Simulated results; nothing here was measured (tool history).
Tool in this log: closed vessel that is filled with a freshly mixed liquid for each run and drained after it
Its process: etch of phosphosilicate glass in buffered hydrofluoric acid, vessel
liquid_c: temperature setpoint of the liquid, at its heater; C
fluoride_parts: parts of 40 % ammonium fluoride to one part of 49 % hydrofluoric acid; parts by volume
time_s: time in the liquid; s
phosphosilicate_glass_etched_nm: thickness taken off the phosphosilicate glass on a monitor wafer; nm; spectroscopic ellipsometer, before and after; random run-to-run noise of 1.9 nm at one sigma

run	hour	liquid_c	fluoride_parts	time_s	phosphosilicate_glass_etched_nm
1	0.0	20.0	13.5	30	195.64
2	2.6	22.0	13.5	30	221.45
3	9.8	25.0	13.5	30	259.73
4	12.6	25.0	10.0	30	346.31
5	18.0	25.0	8.5	30	395.79
6	26.0	25.0	6.0	30	559.22
7	29.8	23.0	6.5	30	467.40
8	37.8	21.5	7.0	30	399.05

What will run 9 give?
9	39.5	20.5	7.0	30	?

phosphosilicate_glass_etched_nm: 379.85 nm

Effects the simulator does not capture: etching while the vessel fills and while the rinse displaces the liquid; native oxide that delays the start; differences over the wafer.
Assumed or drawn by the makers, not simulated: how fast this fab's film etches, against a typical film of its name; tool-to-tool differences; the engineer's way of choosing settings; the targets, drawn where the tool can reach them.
